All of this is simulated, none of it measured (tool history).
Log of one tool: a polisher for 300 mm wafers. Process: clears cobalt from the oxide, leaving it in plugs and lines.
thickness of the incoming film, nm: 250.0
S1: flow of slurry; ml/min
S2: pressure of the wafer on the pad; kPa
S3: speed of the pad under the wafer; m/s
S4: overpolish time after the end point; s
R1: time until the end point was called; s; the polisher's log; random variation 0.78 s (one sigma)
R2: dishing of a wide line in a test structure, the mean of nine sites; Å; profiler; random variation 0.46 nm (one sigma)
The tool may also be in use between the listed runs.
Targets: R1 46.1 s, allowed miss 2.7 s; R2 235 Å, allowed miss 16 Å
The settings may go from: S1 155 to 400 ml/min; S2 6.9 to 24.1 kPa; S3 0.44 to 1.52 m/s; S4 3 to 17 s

run 1 hour=0 | S1=255 S2=15.2 S3=0.98 S4=9 | R1=51.192 R2=351.72
run 2 hour=6.2 | S1=255 S2=15.2 S3=1.2 S4=9 | R1=41.733 R2=398.11
run 3 hour=7.1 | S1=255 S2=14.5 S3=1.2 S4=8 | R1=42.681 R2=358.45
run 4 hour=12.6 | S1=255 S2=11.7 S3=1.2 S4=8 | R1=51.964 R2=309.91
run 5 hour=16.9 | S1=255 S2=11.7 S3=1.1 S4=8 | R1=58.014 R2=282.92
run 6 hour=24.4 | S1=255 S2=11.7 S3=1.1 S4=6 | R1=59.015 R2=225.53
run 7 hour=25.9 | S1=255 S2=12.4 S3=1.1 S4=6 | R1=53.672 R2=242.22
run 8 hour=32.2 | S1=255 S2=14.5 S3=1.1 S4=4 | R1=48.931 R2=189.31

Which of these 4 next moves meets every target?
run A hour=38.5 | S1=295 S2=14.5 S3=1.36 S4=4 | R1=? R2=?
run B hour=38.5 | S1=280 S2=15.2 S3=1.08 S4=4 | R1=? R2=?
run C hour=38.5 | S1=200 S2=12.4 S3=1.18 S4=3 | R1=? R2=?
run D hour=38.5 | S1=325 S2=13.8 S3=1.14 S4=5 | R1=? R2=?

move=A R1=37.846 R2=231.27
move=B R1=45.331 R2=198.04
move=C R1=52.79 R2=133.51
move=D R1=46.554 R2=234.53
A: brings the result that was furthest off to its target, and leaves another outside
B: nearer than the last run, and not there yet
C: further off than the last run
D: meets every target
Move D is the one to make.
